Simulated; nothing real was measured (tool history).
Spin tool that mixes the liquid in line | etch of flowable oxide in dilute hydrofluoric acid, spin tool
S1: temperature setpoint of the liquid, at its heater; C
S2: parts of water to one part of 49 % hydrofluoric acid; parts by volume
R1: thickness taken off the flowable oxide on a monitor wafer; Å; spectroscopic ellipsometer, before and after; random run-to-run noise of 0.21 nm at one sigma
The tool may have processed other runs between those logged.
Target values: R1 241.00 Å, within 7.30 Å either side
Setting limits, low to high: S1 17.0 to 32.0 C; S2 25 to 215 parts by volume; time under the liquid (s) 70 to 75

{"run": 1, "day": 0.0, "S1": 24.0, "S2": 120, "time under the liquid (s)": 70, "R1": 323.78}
{"run": 2, "day": 0.292, "S1": 22.0, "S2": 120, "time under the liquid (s)": 70, "R1": 297.77}
{"run": 3, "day": 0.496, "S1": 25.0, "S2": 120, "time under the liquid (s)": 70, "R1": 341.01}
{"run": 4, "day": 0.742, "S1": 25.0, "S2": 85, "time under the liquid (s)": 70, "R1": 500.94}
{"run": 5, "day": 1.042, "S1": 22.5, "S2": 95, "time under the liquid (s)": 70, "R1": 398.43}
{"run": 6, "day": 1.379, "S1": 21.0, "S2": 105, "time under the liquid (s)": 70, "R1": 329.88}
{"run": 7, "day": 1.708, "S1": 20.0, "S2": 110, "time under the liquid (s)": 70, "R1": 302.78}
{"run": 8, "day": 1.846, "S1": 19.0, "S2": 115, "time under the liquid (s)": 70, "R1": 279.32}
{"run": 9, "day": 1.971, "S1": 19.0, "S2": 115, "time under the liquid (s)": 70, "R1": 276.55}
{"run": 10, "day": 2.1, "S1": 18.5, "S2": 115, "time under the liquid (s)": 70, "R1": 277.88}
{"run": 11, "day": 2.312, "S1": 18.0, "S2": 120, "time under the liquid (s)": 70, "R1": 251.68}
{"run": 12, "day": 2.433, "S1": 17.5, "S2": 120, "time under the liquid (s)": 70, "R1": 248.26}

Which single option among these 4 for the next run brings every result within its allowed miss of target? Just one does.
{"run": "A", "day": 2.554, "S1": 17.0, "S2": 115, "time under the liquid (s)": 70, "R1": "?"}
{"run": "B", "day": 2.554, "S1": 18.0, "S2": 125, "time under the liquid (s)": 70, "R1": "?"}
{"run": "C", "day": 2.554, "S1": 17.5, "S2": 120, "time under the liquid (s)": 75, "R1": "?"}
{"run": "D", "day": 2.554, "S1": 17.5, "S2": 115, "time under the liquid (s)": 70, "R1": "?"}

move=A R1=255.94
move=B R1=242.95
move=C R1=266.96
move=D R1=261.33
A: the biggest miss grows against the last run
B: every result within its allowed miss
C: the biggest miss grows against the last run
D: the biggest miss grows against the last run
The right move is B.
